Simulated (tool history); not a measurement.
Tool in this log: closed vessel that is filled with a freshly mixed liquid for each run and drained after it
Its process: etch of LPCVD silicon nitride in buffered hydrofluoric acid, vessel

| run | day | temperature setpoint of the liquid (C) | parts of 40 % ammonium fluoride to one part of 49 % hydrofluoric acid (parts by volume) | time in the liquid (s) | thickness taken off the LPCVD silicon nitride on a monitor wafer (angstrom) |
|---|---|---|---|---|---|
| 1 | 0.000 | 24.0 | 14 | 1995 | 242.32 |
| 2 | 0.346 | 23.0 | 14 | 1995 | 227.70 |
| 3 | 0.454 | 23.0 | 16 | 1995 | 200.42 |
| 4 | 0.529 | 22.5 | 16 | 1995 | 195.44 |
| 5 | 0.767 | 22.0 | 16 | 1995 | 188.16 |
| 6 | 0.929 | 22.0 | 19 | 1995 | 160.52 |

Run 7 has not been measured yet. What should we expect?
| 7 | 1.267 | 22.5 | 19 | 1995 | ? |

{"run 7": {"thickness taken off the LPCVD silicon nitride on a monitor wafer (angstrom)": 163.67}}
